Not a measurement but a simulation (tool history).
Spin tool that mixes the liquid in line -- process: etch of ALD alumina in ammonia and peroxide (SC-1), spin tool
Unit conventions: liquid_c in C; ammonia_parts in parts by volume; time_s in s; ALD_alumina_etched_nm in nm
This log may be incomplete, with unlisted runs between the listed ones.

run	hour	liquid_c	ammonia_parts	time_s	ALD_alumina_etched_nm
1	0	62	0.7	115	9.7237
2	3.5	67	0.7	115	12.583
3	10.8	65	0.7	115	11.329
4	14.2	63.5	0.7	115	10.564
5	18.7	67.5	0.7	115	12.849
6	22.7	65.5	0.7	115	11.742
7	26	63.5	0.7	115	10.705
8	31	62	0.7	115	9.7548

What does the tool deliver on the next run?
9	34.7	60.5	0.7	115	?

{"run 9": {"ALD_alumina_etched_nm": 9.0602}}
